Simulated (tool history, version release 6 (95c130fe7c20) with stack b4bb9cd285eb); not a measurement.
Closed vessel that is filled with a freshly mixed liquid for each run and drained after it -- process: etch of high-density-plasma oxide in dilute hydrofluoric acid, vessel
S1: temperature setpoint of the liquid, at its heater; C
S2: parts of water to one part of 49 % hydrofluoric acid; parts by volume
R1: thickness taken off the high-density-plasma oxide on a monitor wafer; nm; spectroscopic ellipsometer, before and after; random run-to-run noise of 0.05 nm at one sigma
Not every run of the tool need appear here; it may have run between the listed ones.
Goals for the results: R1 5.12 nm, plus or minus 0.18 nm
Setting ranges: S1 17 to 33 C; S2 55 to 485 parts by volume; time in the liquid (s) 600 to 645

Run 1, hour 0: S1 25 C, S2 270 parts by volume, time in the liquid (s) 600. Result: R1 11.908 nm.
Run 2, hour 3.6: S1 25 C, S2 325 parts by volume, time in the liquid (s) 600. Result: R1 9.3146 nm.
Run 3, hour 10.5: S1 25 C, S2 245 parts by volume, time in the liquid (s) 600. Result: R1 13.027 nm.
Run 4, hour 12.1: S1 24.5 C, S2 260 parts by volume, time in the liquid (s) 600. Result: R1 12.235 nm.
Run 5, hour 20: S1 24.5 C, S2 310 parts by volume, time in the liquid (s) 600. Result: R1 9.6545 nm.
Run 6, hour 28.8: S1 24.5 C, S2 345 parts by volume, time in the liquid (s) 600. Result: R1 8.3046 nm.
Run 7, hour 30.3: S1 24 C, S2 350 parts by volume, time in the liquid (s) 600. Result: R1 8.0011 nm.
Run 8, hour 36: S1 20 C, S2 415 parts by volume, time in the liquid (s) 600. Result: R1 5.582 nm.
Run 9, hour 43.5: S1 19 C, S2 420 parts by volume, time in the liquid (s) 600. Result: R1 5.4195 nm.

Next run, 4 choices. One meets every target within its allowed miss, the rest don't. Which?
Run A, hour 51: S1 20.5 C, S2 445 parts by volume, time in the liquid (s) 600. Result: R1 ?.
Run B, hour 51: S1 20 C, S2 480 parts by volume, time in the liquid (s) 620. Result: R1 ?.
Run C, hour 51: S1 19.5 C, S2 465 parts by volume, time in the liquid (s) 600. Result: R1 ?.
Run D, hour 51: S1 18.5 C, S2 425 parts by volume, time in the liquid (s) 645. Result: R1 ?.

move      R1
   A  5.2317
   B  4.7933
   C   4.764
   D  5.5863
A: all results land within tolerance of their targets
B: pushes the last run's worst result past its target
C: pushes the last run's worst result past its target
D: lands further from the targets than the last run did
Move A is the one to make.
